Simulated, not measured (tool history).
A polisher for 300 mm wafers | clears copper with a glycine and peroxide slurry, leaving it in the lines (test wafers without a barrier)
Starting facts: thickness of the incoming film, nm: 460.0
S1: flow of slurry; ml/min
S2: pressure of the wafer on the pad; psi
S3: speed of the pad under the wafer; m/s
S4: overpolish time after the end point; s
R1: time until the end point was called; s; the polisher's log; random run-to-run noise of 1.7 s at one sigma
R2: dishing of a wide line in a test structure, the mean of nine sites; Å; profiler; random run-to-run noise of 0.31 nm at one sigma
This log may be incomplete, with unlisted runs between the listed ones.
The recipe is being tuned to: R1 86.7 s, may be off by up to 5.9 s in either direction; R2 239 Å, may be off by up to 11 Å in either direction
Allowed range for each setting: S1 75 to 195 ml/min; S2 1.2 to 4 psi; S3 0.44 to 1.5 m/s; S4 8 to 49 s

Run 1, hour 0: S1 125 ml/min, S2 2.6 psi, S3 0.96 m/s, S4 25 s. Result: R1 80.948 s, R2 555.28 Å.
Run 2, hour 6.9: S1 120 ml/min, S2 2.4 psi, S3 0.98 m/s, S4 23 s. Result: R1 84.912 s, R2 510.11 Å.
Run 3, hour 15.5: S1 120 ml/min, S2 2.4 psi, S3 0.74 m/s, S4 23 s. Result: R1 103.56 s, R2 469.33 Å.
Run 4, hour 23.2: S1 115 ml/min, S2 2.3 psi, S3 0.8 m/s, S4 21 s. Result: R1 103.56 s, R2 448.26 Å.
Run 5, hour 26.5: S1 110 ml/min, S2 2.2 psi, S3 0.86 m/s, S4 19 s. Result: R1 102.87 s, R2 402.72 Å.
Run 6, hour 31.2: S1 110 ml/min, S2 2.2 psi, S3 0.86 m/s, S4 25 s. Result: R1 101.98 s, R2 478.86 Å.
Run 7, hour 33.3: S1 105 ml/min, S2 2.1 psi, S3 0.92 m/s, S4 23 s. Result: R1 106.65 s, R2 460.79 Å.
Run 8, hour 34.4: S1 140 ml/min, S2 2.2 psi, S3 0.64 m/s, S4 11 s. Result: R1 114.35 s, R2 250.53 Å.
Run 9, hour 42.4: S1 145 ml/min, S2 2.3 psi, S3 0.64 m/s, S4 11 s. Result: R1 107.08 s, R2 258.07 Å.
Run 10, hour 45.4: S1 150 ml/min, S2 2.3 psi, S3 0.64 m/s, S4 11 s. Result: R1 106.86 s, R2 256.04 Å.
Run 11, hour 47.9: S1 185 ml/min, S2 1.6 psi, S3 0.92 m/s, S4 8 s. Result: R1 104.65 s, R2 198.04 Å.
Run 12, hour 50.9: S1 185 ml/min, S2 1.7 psi, S3 0.92 m/s, S4 8 s. Result: R1 101.27 s, R2 205.79 Å.
Run 13, hour 53.4: S1 185 ml/min, S2 1.7 psi, S3 0.92 m/s, S4 8 s. Result: R1 105.47 s, R2 207.33 Å.
Run 14, hour 54.7: S1 185 ml/min, S2 2.4 psi, S3 0.96 m/s, S4 10 s. Result: R1 79.944 s, R2 311.88 Å.
At hour 61.3: slurry nozzle cleaned.
Run 15, hour 61.3: S1 185 ml/min, S2 2.3 psi, S3 0.98 m/s, S4 10 s. Result: R1 75.51 s, R2 323.12 Å.
Run 16, hour 62.3: S1 150 ml/min, S2 1.6 psi, S3 1.06 m/s, S4 8 s. Result: R1 95.338 s, R2 212.1 Å.
Run 17, hour 69: S1 150 ml/min, S2 1.7 psi, S3 1.06 m/s, S4 8 s. Result: R1 92.248 s, R2 222.06 Å.

Which single option among these 5 for the next run brings every result within its allowed miss of target? Just one does.
Run A, hour 75.7: S1 150 ml/min, S2 1.6 psi, S3 0.98 m/s, S4 8 s. Result: R1 ?, R2 ?.
Run B, hour 75.7: S1 145 ml/min, S2 1.6 psi, S3 1.06 m/s, S4 8 s. Result: R1 ?, R2 ?.
Run C, hour 75.7: S1 190 ml/min, S2 1.9 psi, S3 0.82 m/s, S4 8 s. Result: R1 ?, R2 ?.
Run D, hour 75.7: S1 145 ml/min, S2 1.8 psi, S3 1.12 m/s, S4 8 s. Result: R1 ?, R2 ?.
Run E, hour 75.7: S1 190 ml/min, S2 1.5 psi, S3 1.04 m/s, S4 8 s. Result: R1 ?, R2 ?.

move      R1      R2
   A  103.05  209.71
   B  98.537  217.28
   C   98.07  220.44
   D  86.864  241.47
   E  100.05  214.31
A: lands further from the targets than the last run did
B: lands further from the targets than the last run did
C: lands further from the targets than the last run did
D: meets every target
E: lands further from the targets than the last run did
Answer: D
